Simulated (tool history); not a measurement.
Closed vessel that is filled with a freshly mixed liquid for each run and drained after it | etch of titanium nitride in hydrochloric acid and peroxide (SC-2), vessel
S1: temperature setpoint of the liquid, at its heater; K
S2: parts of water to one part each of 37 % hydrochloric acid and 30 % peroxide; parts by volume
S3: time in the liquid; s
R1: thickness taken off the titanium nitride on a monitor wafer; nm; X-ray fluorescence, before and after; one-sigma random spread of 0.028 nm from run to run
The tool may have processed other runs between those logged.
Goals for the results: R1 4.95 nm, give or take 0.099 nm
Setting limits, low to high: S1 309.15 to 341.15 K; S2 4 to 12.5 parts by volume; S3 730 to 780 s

run,day,S1,S2,S3,R1
1,0,325.15,7,730,14.622
2,0.183,331.65,7,730,22.604
3,0.271,331.65,5,730,28.946
4,0.612,327.65,5.5,730,21.037
5,0.771,324.15,6,730,15.515
6,1.129,324.15,6,730,15.625
7,1.229,321.65,6,730,13.185
8,1.521,319.65,6,730,11.61
9,1.7,317.65,6,730,9.9394
10,1.804,316.15,6,730,9.0216
11,2.125,314.65,6,730,8.1211
12,2.238,309.15,7.5,730,4.6257

4 next moves are on the table. One of them brings every result within its allowed miss. Which?
A,2.35,315.65,12.5,755,?
B,2.35,309.15,9.5,780,?
C,2.35,311.15,8,760,?
D,2.35,312.15,9.5,730,?

move,R1
A,4.966
B,4.0682
C,5.2686
D,4.7276
A: meets every target
B: lands further from the targets than the last run did
C: the result that was furthest off in the last run now lies on the other side of its target
D: nearer than the last run, and not there yet
A meets every target.
